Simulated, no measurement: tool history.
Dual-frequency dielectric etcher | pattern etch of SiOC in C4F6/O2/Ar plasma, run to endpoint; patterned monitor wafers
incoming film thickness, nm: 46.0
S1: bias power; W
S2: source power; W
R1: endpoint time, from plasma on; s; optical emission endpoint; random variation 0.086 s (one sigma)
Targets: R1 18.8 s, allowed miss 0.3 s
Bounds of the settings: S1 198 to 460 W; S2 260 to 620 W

{"run": 1, "hour": 0.0, "S1": 329, "S2": 440, "R1": 17.524}
{"run": 2, "hour": 7.1, "S1": 386, "S2": 440, "R1": 16.47}
{"run": 3, "hour": 9.7, "S1": 364, "S2": 440, "R1": 16.927}
{"run": 4, "hour": 10.7, "S1": 346, "S2": 440, "R1": 17.159}
{"run": 5, "hour": 19.7, "S1": 346, "S2": 480, "R1": 16.783}
{"run": 6, "hour": 25.0, "S1": 384, "S2": 480, "R1": 15.893}
{"run": 7, "hour": 26.0, "S1": 358, "S2": 480, "R1": 16.447}
{"run": 8, "hour": 29.0, "S1": 337, "S2": 480, "R1": 17.061}
{"run": 9, "hour": 37.4, "S1": 323, "S2": 480, "R1": 17.212}
{"run": 10, "hour": 38.7, "S1": 309, "S2": 480, "R1": 17.468}
{"run": 11, "hour": 46.0, "S1": 297, "S2": 480, "R1": 17.749}
{"run": 12, "hour": 53.1, "S1": 288, "S2": 480, "R1": 18.097}
{"run": 13, "hour": 61.3, "S1": 288, "S2": 480, "R1": 17.976}
{"run": 14, "hour": 65.8, "S1": 281, "S2": 480, "R1": 18.194}
{"run": 15, "hour": 67.0, "S1": 281, "S2": 480, "R1": 18.216}
{"run": 16, "hour": 75.9, "S1": 276, "S2": 480, "R1": 18.301}
{"run": 17, "hour": 84.5, "S1": 272, "S2": 480, "R1": 18.376}

Which of these 5 next moves meets every target?
{"run": "A", "hour": 93.1, "S1": 293, "S2": 410, "R1": "?"}
{"run": "B", "hour": 93.1, "S1": 266, "S2": 530, "R1": "?"}
{"run": "C", "hour": 93.1, "S1": 278, "S2": 510, "R1": "?"}
{"run": "D", "hour": 93.1, "S1": 288, "S2": 470, "R1": "?"}
{"run": "E", "hour": 93.1, "S1": 281, "S2": 510, "R1": "?"}

move=A R1=18.844
move=B R1=18.066
move=C R1=17.974
move=D R1=18.188
move=E R1=17.897
A: meets every target
B: further off than the last run
C: further off than the last run
D: further off than the last run
E: further off than the last run
Answer: A

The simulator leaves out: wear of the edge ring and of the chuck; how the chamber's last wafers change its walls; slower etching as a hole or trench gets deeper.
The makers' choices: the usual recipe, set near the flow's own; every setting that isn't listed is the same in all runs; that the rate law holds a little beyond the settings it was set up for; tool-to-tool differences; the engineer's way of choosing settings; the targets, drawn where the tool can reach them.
